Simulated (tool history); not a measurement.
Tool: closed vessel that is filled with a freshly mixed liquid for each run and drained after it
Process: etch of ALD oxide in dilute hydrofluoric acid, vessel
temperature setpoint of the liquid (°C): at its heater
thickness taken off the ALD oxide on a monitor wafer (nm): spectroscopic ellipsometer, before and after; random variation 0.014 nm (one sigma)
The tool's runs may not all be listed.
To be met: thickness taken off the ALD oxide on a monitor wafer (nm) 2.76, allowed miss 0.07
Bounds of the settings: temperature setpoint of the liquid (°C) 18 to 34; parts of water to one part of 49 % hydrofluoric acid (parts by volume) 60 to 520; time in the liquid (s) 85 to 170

run  hour  temperature setpoint of the liquid (°C)  parts of water to one part of 49 % hydrofluoric acid (parts by volume)  time in the liquid (s)  thickness taken off the ALD oxide on a monitor wafer (nm)
  1     0                                       26                                                                     290                     170                                                     4.4052
  2   4.1                                     23.5                                                                     305                     170                                                     3.7733
  3   7.9                                       22                                                                     315                     170                                                     3.4062
  4  10.4                                       21                                                                     320                     170                                                     3.2425
  5  14.7                                       21                                                                     320                      85                                                     1.6227
  6  21.3                                       21                                                                     320                      85                                                     1.6281
  7  23.6                                     22.5                                                                     320                      85                                                     1.7146
  8  27.1                                       26                                                                     315                      85                                                     1.9868
  9    29                                       26                                                                     305                      85                                                      2.055
 10  34.7                                       26                                                                     290                      85                                                     2.2022
 11  39.4                                     26.5                                                                     275                      85                                                     2.3756
 12  43.5                                     27.5                                                                     265                      85                                                     2.6171
 13  51.2                                     27.5                                                                     260                      85                                                     2.6708

Which of these 4 next moves meets every target?
  A  58.9                                       29                                                                     265                      85                                                          ?
  B  58.9                                     24.5                                                                     415                     170                                                          ?
  C  58.9                                     29.5                                                                     440                     160                                                          ?
  D  58.9                                       29                                                                     275                      85                                                          ?

move  thickness taken off the ALD oxide on a monitor wafer (nm)
   A                                                     2.7244
   B                                                     2.5883
   C                                                     2.6303
   D                                                     2.5971
A: meets every target
B: further off than the last run
C: further off than the last run
D: further off than the last run
Move A is the one to make.
